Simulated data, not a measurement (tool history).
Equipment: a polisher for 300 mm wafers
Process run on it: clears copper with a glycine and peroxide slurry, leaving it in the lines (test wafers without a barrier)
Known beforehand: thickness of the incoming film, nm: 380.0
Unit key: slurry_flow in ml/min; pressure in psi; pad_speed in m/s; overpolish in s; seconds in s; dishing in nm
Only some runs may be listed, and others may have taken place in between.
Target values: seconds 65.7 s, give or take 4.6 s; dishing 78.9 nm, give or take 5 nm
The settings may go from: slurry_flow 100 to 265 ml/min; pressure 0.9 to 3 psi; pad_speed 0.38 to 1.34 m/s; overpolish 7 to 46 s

Run 1, day 0: slurry_flow 170 ml/min, pressure 1.9 psi, pad_speed 0.86 m/s, overpolish 24 s. Result: seconds 88.072 s, dishing 56.926 nm.
Run 2, day 0.3: slurry_flow 170 ml/min, pressure 1.5 psi, pad_speed 0.86 m/s, overpolish 24 s. Result: seconds 99.476 s, dishing 48.358 nm.
Run 3, day 0.646: slurry_flow 170 ml/min, pressure 1.5 psi, pad_speed 0.86 m/s, overpolish 20 s. Result: seconds 103.08 s, dishing 41.433 nm.
Run 4, day 0.746: slurry_flow 170 ml/min, pressure 2 psi, pad_speed 0.86 m/s, overpolish 20 s. Result: seconds 81.867 s, dishing 48.489 nm.
Run 5, day 0.904: slurry_flow 170 ml/min, pressure 2.1 psi, pad_speed 0.86 m/s, overpolish 21 s. Result: seconds 79.603 s, dishing 52.817 nm.
Run 6, day 0.946: slurry_flow 170 ml/min, pressure 2.1 psi, pad_speed 0.96 m/s, overpolish 21 s. Result: seconds 75.578 s, dishing 55.423 nm.
Run 7, day 1.096: slurry_flow 170 ml/min, pressure 2.1 psi, pad_speed 0.96 m/s, overpolish 22 s. Result: seconds 74.855 s, dishing 58.313 nm.
Run 8, day 1.275: slurry_flow 170 ml/min, pressure 2.1 psi, pad_speed 0.96 m/s, overpolish 23 s. Result: seconds 74.135 s, dishing 60.653 nm.
Run 9, day 1.3: slurry_flow 170 ml/min, pressure 2.3 psi, pad_speed 0.96 m/s, overpolish 25 s. Result: seconds 68.9 s, dishing 68.362 nm.

4 next moves are on the table. One of them brings every result within its allowed miss. Which?
Run A, day 1.325: slurry_flow 155 ml/min, pressure 2.3 psi, pad_speed 0.96 m/s, overpolish 25 s. Result: seconds ?, dishing ?.
Run B, day 1.325: slurry_flow 145 ml/min, pressure 2.1 psi, pad_speed 1.14 m/s, overpolish 26 s. Result: seconds ?, dishing ?.
Run C, day 1.325: slurry_flow 180 ml/min, pressure 2 psi, pad_speed 0.92 m/s, overpolish 27 s. Result: seconds ?, dishing ?.
Run D, day 1.325: slurry_flow 155 ml/min, pressure 2.4 psi, pad_speed 0.98 m/s, overpolish 29 s. Result: seconds ?, dishing ?.

move  seconds  dishing
   A   71.246   65.117
   B   68.908   68.026
   C    79.78   62.845
   D   68.045   75.723
A: lands further from the targets than the last run did
B: no better and no worse than the last run
C: lands further from the targets than the last run did
D: every result within its allowed miss
Correct choice: D, which meets every target

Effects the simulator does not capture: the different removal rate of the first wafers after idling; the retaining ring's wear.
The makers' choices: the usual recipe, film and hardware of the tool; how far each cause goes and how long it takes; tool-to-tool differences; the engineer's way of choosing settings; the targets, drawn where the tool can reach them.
